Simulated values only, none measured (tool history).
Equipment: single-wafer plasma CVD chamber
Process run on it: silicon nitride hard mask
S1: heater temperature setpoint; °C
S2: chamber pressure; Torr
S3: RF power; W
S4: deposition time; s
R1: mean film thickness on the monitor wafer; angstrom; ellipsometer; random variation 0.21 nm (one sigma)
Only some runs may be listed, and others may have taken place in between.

run  hour   S1    S2   S3    S4      R1
  1   0.0  375  1.96  305  65.3  791.67
  2   1.9  375  1.83  300  65.3  774.42
  3   3.0  375  1.61  300  65.3  753.81
  4   7.5  375  1.61  300  65.3  753.04
     15.0  -- thermocouple changed; heater temperature recalibrated
  5  15.0  375  1.61  300  67.3  772.93
  6  17.0  375  1.73  300  67.3  790.39

Run 7, settings as shown, results not yet in. Your forecast:
  7  17.8  375  1.64  290  67.2   ?

{"run 7": {"R1": 761.74}}

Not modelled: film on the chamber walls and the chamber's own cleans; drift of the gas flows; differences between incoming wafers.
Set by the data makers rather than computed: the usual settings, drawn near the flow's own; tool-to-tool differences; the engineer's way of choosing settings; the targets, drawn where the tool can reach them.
